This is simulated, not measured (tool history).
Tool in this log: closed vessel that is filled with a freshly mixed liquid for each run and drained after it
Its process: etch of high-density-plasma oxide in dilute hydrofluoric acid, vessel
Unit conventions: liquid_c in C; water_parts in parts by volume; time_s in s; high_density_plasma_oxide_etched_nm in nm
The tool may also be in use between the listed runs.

run	hour	liquid_c	water_parts	time_s	high_density_plasma_oxide_etched_nm
1	0.0	22	295	2575	36.466
2	2.8	22	355	2575	28.612
3	5.0	25	355	2575	31.993
4	8.7	25	355	2785	34.597
# hour 11.9: thermometer replaced
5	11.9	24	360	2785	30.249
6	19.6	24	295	2785	40.148
7	28.4	23	310	2785	36.032

Run 8 is up next; what results do you expect?
8	31.6	22	315	2785	?

{"run 8": {"high_density_plasma_oxide_etched_nm": 34.135}}
